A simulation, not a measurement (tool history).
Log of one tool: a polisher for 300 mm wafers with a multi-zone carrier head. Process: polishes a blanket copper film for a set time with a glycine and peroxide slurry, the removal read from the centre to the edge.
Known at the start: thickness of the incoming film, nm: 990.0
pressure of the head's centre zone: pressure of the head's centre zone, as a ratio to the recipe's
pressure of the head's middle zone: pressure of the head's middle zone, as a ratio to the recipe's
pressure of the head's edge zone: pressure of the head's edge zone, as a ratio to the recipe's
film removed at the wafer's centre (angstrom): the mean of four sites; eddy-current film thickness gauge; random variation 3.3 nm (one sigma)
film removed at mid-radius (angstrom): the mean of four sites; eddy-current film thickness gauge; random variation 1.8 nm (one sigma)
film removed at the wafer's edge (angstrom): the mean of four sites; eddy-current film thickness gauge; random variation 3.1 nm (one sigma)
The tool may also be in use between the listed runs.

run,hour,flow of slurry (ml/min),pressure of the head's centre zone,pressure of the head's middle zone,pressure of the head's edge zone,polishing time (s),film removed at the wafer's centre (angstrom),film removed at mid-radius (angstrom),film removed at the wafer's edge (angstrom)
1,0.0,215,1.00,1.00,1.00,86,2932.8,2887.7,2915.7
2,4.1,215,1.00,1.04,1.00,86,2892.2,2993.3,2910.0
3,9.6,190,1.00,1.04,1.00,86,2864.8,2927.8,2844.9
4,15.4,190,1.00,1.04,0.96,86,2821.7,2924.5,2760.1
5,17.5,190,1.00,1.04,0.88,86,2844.4,2926.1,2692.8
6,21.1,160,1.00,1.04,0.88,86,2754.7,2873.9,2572.6

Run 7 comes next. What will it give?
7,29.2,170,1.02,0.99,0.92,86,?,?,?

{"run 7": {"film removed at the wafer's centre (angstrom)": 2770.4, "film removed at mid-radius (angstrom)": 2781.3, "film removed at the wafer's edge (angstrom)": 2645.0}}

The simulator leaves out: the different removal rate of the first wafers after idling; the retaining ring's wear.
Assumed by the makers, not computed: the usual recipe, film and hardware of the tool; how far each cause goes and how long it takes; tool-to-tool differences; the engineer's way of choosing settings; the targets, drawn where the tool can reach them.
